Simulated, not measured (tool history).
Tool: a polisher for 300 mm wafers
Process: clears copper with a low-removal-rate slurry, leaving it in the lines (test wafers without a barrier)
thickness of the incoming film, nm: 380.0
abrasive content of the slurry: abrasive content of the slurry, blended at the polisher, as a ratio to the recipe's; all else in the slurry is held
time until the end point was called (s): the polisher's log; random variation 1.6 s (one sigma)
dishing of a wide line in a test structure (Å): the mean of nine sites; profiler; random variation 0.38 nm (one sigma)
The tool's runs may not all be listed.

run  hour  flow of slurry (ml/min)  pressure of the wafer on the pad (kPa)  speed of the pad under the wafer (cm/s)  abrasive content of the slurry  overpolish time after the end point (s)  time until the end point was called (s)  dishing of a wide line in a test structure (Å)
  1     0                      120                                    22.1                                       90                               1                                       27                                   115.23                                          489.02
  2   5.8                      125                                    19.3                                      100                               1                                       23                                    115.6                                          430.11
  3   8.1                      125                                    13.8                                      100                               1                                       23                                   162.04                                          335.41
  4     9                      135                                    14.5                                      100                            0.95                                       20                                   150.98                                          304.77
  5   9.8                      135                                    14.5                                      120                            0.95                                       20                                   126.86                                          345.53
  6  14.9                      135                                    14.5                                      120                            1.05                                       20                                   130.53                                           350.7

Run 7 comes next. What will it give?
  7  15.7                      135                                    14.5                                      120                            1.05                                       20                                        ?                                               ?

{"run 7": {"time until the end point was called (s)": 123.89, "dishing of a wide line in a test structure (Å)": 350.75}}
